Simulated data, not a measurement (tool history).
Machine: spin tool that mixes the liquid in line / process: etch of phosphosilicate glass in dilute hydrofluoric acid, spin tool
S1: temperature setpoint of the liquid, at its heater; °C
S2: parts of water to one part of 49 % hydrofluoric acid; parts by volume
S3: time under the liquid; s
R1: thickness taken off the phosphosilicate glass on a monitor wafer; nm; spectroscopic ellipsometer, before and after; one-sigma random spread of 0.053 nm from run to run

run	day	S1	S2	S3	R1
1	0.000	26.0	240	15	11.2120
2	0.246	23.5	240	15	10.1420
3	0.500	22.5	240	15	9.8162
4	0.646	22.5	155	15	16.7010
5	0.938	22.5	155	15	16.4700
6	1.283	22.0	185	15	13.4590
7	1.421	18.0	280	15	6.9035
8	1.450	18.0	285	15	6.6276
9	1.767	18.0	290	15	6.6156
10	1.929	18.0	295	15	6.4198
11	2.062	18.0	300	15	6.1347
12	2.275	18.0	305	15	6.0699
13	2.388	18.0	310	15	5.9966
14	2.562	18.0	315	15	5.9129

Predict the results of run 15:
15	2.612	18.0	320	15	?

Run 15 came out at R1 5.7657 nm.

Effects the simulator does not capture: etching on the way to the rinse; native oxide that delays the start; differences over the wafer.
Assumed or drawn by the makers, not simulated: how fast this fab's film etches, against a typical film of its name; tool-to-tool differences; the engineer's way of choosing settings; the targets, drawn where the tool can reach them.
